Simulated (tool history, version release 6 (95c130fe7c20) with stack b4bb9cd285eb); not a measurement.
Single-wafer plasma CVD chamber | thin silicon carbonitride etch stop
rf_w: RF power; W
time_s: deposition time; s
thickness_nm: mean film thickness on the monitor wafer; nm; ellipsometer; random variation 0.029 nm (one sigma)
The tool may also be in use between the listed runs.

run    day  rf_w  time_s  thickness_nm
  1  0.000   235    27.9        16.360
  2  0.221   225    26.9        15.476
  3  0.504   215    26.3        14.856
  4  0.875   215    28.3        15.888
  5  0.946   245    28.3        16.959
  6  1.146   230    27.6        16.126
  7  1.275   220    27.0        15.366
  8  1.600   210    26.6        14.808
  9  1.738   200    26.3        14.284
 10  1.900   195    26.2        14.070

Run 11 comes next. What will it give?
 11  2.229   190    26.1             ?

Run 11 gave thickness_nm 13.833 nm.

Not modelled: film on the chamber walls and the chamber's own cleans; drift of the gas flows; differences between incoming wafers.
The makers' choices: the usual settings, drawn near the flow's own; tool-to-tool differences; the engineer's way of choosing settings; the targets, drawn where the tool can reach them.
